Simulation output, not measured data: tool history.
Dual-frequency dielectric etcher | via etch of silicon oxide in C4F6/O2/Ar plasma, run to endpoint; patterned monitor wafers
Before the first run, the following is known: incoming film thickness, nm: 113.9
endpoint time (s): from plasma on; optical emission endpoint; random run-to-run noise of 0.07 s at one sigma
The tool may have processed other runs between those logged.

| run | hour | bias power (W) | source power (W) | Ar flow (sccm) | endpoint time (s) |
|---|---|---|---|---|---|
| 1 | 0 | 436 | 340 | 304 | 26.041 |
| 2 | 6.8 | 494 | 340 | 304 | 24.388 |
| 3 | 10.5 | 518 | 340 | 304 | 23.963 |
| 4 | 15.1 | 537 | 350 | 303 | 23.17 |
| 5 | 19.2 | 552 | 350 | 303 | 22.937 |
| 6 | 26.2 | 521 | 350 | 303 | 23.677 |
| 7 | 28.6 | 539 | 350 | 302 | 23.075 |
| 8 | 33.3 | 554 | 350 | 302 | 22.98 |
| 9 | 40.2 | 566 | 350 | 301 | 22.542 |
| 10 | 46.5 | 575 | 350 | 301 | 22.51 |
| 11 | 48.1 | 575 | 350 | 301 | 22.558 |
| 12 | 50.7 | 582 | 350 | 300 | 22.385 |
| 13 | 56.7 | 588 | 350 | 299 | 22.279 |

Expected results for the next run?
| 14 | 61.9 | 593 | 350 | 298 | ? |

endpoint time (s): 22.237
